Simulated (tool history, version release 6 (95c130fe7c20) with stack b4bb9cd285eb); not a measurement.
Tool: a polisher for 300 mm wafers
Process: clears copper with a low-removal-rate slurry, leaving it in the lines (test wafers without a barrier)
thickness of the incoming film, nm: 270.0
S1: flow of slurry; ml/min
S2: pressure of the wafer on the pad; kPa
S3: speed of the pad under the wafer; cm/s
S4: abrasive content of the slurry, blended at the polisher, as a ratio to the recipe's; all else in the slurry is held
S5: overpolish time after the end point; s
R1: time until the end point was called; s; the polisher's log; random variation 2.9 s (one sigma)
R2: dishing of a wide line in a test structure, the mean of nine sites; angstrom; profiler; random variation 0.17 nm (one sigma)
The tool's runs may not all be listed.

{"run": 1, "hour": 0.0, "S1": 140, "S2": 15.2, "S3": 122, "S4": 1.0, "S5": 13, "R1": 108.98, "R2": 253.67}
{"run": 2, "hour": 7.7, "S1": 140, "S2": 15.2, "S3": 122, "S4": 1.0, "S5": 8, "R1": 110.34, "R2": 150.93}
{"run": 3, "hour": 9.7, "S1": 120, "S2": 15.2, "S3": 122, "S4": 1.0, "S5": 8, "R1": 110.92, "R2": 151.59}
{"run": 4, "hour": 18.1, "S1": 155, "S2": 15.2, "S3": 122, "S4": 1.0, "S5": 8, "R1": 110.8, "R2": 162.7}
{"run": 5, "hour": 23.7, "S1": 155, "S2": 13.8, "S3": 120, "S4": 1.0, "S5": 8, "R1": 117.25, "R2": 151.6}
{"run": 6, "hour": 30.5, "S1": 155, "S2": 13.8, "S3": 120, "S4": 1.0, "S5": 5, "R1": 117.83, "R2": 94.47}
{"run": 7, "hour": 37.2, "S1": 155, "S2": 12.4, "S3": 116, "S4": 1.0, "S5": 6, "R1": 131.56, "R2": 101.12}
{"run": 8, "hour": 39.8, "S1": 155, "S2": 11.0, "S3": 112, "S4": 1.0, "S5": 6, "R1": 149.14, "R2": 87.311}
{"run": 9, "hour": 44.7, "S1": 135, "S2": 6.9, "S3": 110, "S4": 1.0, "S5": 9, "R1": 236.46, "R2": 83.91}
{"run": 10, "hour": 52.6, "S1": 145, "S2": 6.9, "S3": 110, "S4": 1.0, "S5": 9, "R1": 229.41, "R2": 82.803}
{"run": 11, "hour": 54.1, "S1": 150, "S2": 6.9, "S3": 110, "S4": 1.0, "S5": 9, "R1": 230.2, "R2": 85.248}

Run 12 comes next. What will it give?
{"run": 12, "hour": 54.8, "S1": 150, "S2": 6.9, "S3": 110, "S4": 1.0, "S5": 9, "R1": "?", "R2": "?"}

R1: 231.71 s
R2: 86.858 angstrom
